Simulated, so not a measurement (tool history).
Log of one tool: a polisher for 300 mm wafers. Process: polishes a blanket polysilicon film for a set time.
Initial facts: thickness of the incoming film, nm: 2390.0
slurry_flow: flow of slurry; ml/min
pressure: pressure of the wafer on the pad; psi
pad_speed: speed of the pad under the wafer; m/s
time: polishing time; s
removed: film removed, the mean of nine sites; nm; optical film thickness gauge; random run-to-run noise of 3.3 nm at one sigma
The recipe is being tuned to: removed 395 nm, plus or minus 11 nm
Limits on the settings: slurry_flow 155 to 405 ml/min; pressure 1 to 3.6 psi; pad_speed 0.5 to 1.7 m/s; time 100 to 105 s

run,hour,slurry_flow,pressure,pad_speed,time,removed
1,0,260,2.3,1.1,100,681.42
2,0.9,260,2.1,1.1,100,632.78
3,6.1,260,2.1,1.34,100,762.45
4,10.6,260,2.1,1.34,100,755.81
5,12.3,210,2.1,1.34,100,748.67
6,19.6,155,2.1,1.34,100,720.31
7,21.3,155,1.9,1.32,100,664.4
8,28.9,155,1.3,1.06,100,365.21
9,34,160,1.3,1.06,100,366.87
10,42.8,160,1.3,1.06,100,368.49
11,46.8,165,1.3,1.06,100,371.61
12,48.9,170,1.3,1.06,100,372.46
13,53.2,175,1.3,1.06,100,366.72
14,57,175,1.5,1.06,100,431.12

Which of these 5 next moves meets every target?
A,60.8,175,1.3,1.06,105,?
B,60.8,185,2,0.88,105,?
C,60.8,155,1.6,1.08,102,?
D,60.8,155,1.6,0.98,100,?
E,60.8,170,1.6,1.12,104,?

move,removed
A,392.49
B,497.37
C,468.94
D,418.47
E,498.73
A: every result lands within tolerance
B: lands further from the targets than the last run did
C: lands further from the targets than the last run did
D: nearer than the last run, and not there yet
E: lands further from the targets than the last run did
Move A is the one to make.
